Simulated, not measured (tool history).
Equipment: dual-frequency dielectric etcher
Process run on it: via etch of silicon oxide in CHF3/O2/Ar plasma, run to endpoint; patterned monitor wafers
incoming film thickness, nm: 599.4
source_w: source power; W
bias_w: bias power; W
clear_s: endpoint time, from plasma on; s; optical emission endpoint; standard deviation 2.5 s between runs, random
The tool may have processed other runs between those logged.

| run | hour | source_w | bias_w | clear_s |
|---|---|---|---|---|
| 1 | 0.0 | 480 | 148 | 389.22 |
| 2 | 4.1 | 450 | 148 | 398.57 |
| 3 | 12.1 | 430 | 146 | 404.64 |
| 4 | 15.6 | 430 | 170 | 387.33 |
| 5 | 16.4 | 380 | 170 | 403.84 |
| 6 | 24.9 | 410 | 170 | 396.61 |
| 7 | 31.9 | 390 | 167 | 405.67 |
| 8 | 36.4 | 370 | 166 | 407.72 |

Forecast run 9:
| 9 | 42.3 | 350 | 162 | ? |

clear_s: 421.27 s
